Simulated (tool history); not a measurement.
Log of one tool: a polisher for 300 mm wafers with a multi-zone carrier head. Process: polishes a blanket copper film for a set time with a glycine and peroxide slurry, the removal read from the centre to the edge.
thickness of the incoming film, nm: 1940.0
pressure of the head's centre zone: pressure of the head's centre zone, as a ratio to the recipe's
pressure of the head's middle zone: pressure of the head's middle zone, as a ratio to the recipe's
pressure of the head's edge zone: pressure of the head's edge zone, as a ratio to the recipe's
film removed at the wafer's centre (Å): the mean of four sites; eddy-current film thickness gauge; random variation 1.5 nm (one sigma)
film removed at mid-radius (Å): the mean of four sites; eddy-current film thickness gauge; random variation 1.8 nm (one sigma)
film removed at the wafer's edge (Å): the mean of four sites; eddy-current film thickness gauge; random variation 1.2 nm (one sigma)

| run | hour | flow of slurry (ml/min) | pressure of the head's centre zone | pressure of the head's middle zone | pressure of the head's edge zone | polishing time (s) | film removed at the wafer's centre (Å) | film removed at mid-radius (Å) | film removed at the wafer's edge (Å) |
|---|---|---|---|---|---|---|---|---|---|
| 1 | 0 | 240 | 1 | 1 | 1 | 53 | 2297.4 | 2284.1 | 2252.4 |
| 2 | 8 | 240 | 1 | 1 | 1 | 44 | 1909.6 | 1900.6 | 1862.2 |
| 3 | 13.4 | 235 | 0.97 | 0.99 | 0.99 | 43 | 1843.2 | 1820.9 | 1779.3 |
| 4 | 18.9 | 235 | 0.97 | 0.99 | 0.99 | 55 | 2317 | 2334.9 | 2302.9 |
| 5 | 19.4 | 225 | 0.94 | 0.99 | 1.01 | 52 | 2138.3 | 2286.1 | 2193.3 |
| 6 | 27.7 | 220 | 0.92 | 0.97 | 1.03 | 49 | 1972.5 | 2084.4 | 2039.2 |
| 7 | 30.7 | 215 | 0.9 | 0.96 | 1.05 | 46 | 1795.4 | 1941.6 | 1960.8 |
| 8 | 33.6 | 210 | 0.89 | 0.95 | 1.05 | 44 | 1710.8 | 1808.4 | 1883.3 |
| 9 | 42.2 | 205 | 0.88 | 0.95 | 1.05 | 42 | 1570.4 | 1731.6 | 1813.6 |
| 10 | 44.9 | 205 | 0.87 | 0.95 | 1.02 | 41 | 1506 | 1639.2 | 1707.8 |
| 11 | 46 | 205 | 0.86 | 0.95 | 1 | 41 | 1498.3 | 1669.9 | 1716.7 |
| 12 | 53.7 | 205 | 0.86 | 0.95 | 0.98 | 40 | 1474.1 | 1661.7 | 1648.5 |

The next listed run, before its measurement:
| 13 | 61.4 | 200 | 0.85 | 0.94 | 0.97 | 40 | ? | ? | ? |

{"run 13": {"film removed at the wafer's centre (Å)": 1408.3, "film removed at mid-radius (Å)": 1594.8, "film removed at the wafer's edge (Å)": 1637.5}}
